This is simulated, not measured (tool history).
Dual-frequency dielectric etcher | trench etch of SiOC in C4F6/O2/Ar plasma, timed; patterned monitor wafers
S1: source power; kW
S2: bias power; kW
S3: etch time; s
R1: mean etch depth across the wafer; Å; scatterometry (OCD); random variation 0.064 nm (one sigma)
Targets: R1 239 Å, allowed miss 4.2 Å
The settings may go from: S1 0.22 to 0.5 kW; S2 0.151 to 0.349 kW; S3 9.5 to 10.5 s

run 1 hour=0 | S1=0.36 S2=0.25 S3=10.5 | R1=220.27
run 2 hour=3.2 | S1=0.37 S2=0.251 S3=10.5 | R1=223.77
run 3 hour=3.8 | S1=0.38 S2=0.252 S3=10.5 | R1=226.64
run 4 hour=10.6 | S1=0.34 S2=0.252 S3=10.5 | R1=216.7
run 5 hour=13.7 | S1=0.35 S2=0.254 S3=10.5 | R1=218.77
run 6 hour=15.5 | S1=0.35 S2=0.223 S3=10.5 | R1=205.85
run 7 hour=22.3 | S1=0.37 S2=0.224 S3=10.5 | R1=211.01
run 8 hour=24.1 | S1=0.39 S2=0.225 S3=10.5 | R1=215.93

4 next moves are on the table. One of them brings every result within its allowed miss. Which?
run A hour=25.9 | S1=0.4 S2=0.273 S3=10.5 | R1=?
run B hour=25.9 | S1=0.3 S2=0.22 S3=10.5 | R1=?
run C hour=25.9 | S1=0.37 S2=0.234 S3=10 | R1=?
run D hour=25.9 | S1=0.35 S2=0.211 S3=10 | R1=?

move=A R1=241.48
move=B R1=191.13
move=C R1=205.96
move=D R1=190.57
A: meets every target
B: further off than the last run
C: further off than the last run
D: further off than the last run
Answer: A
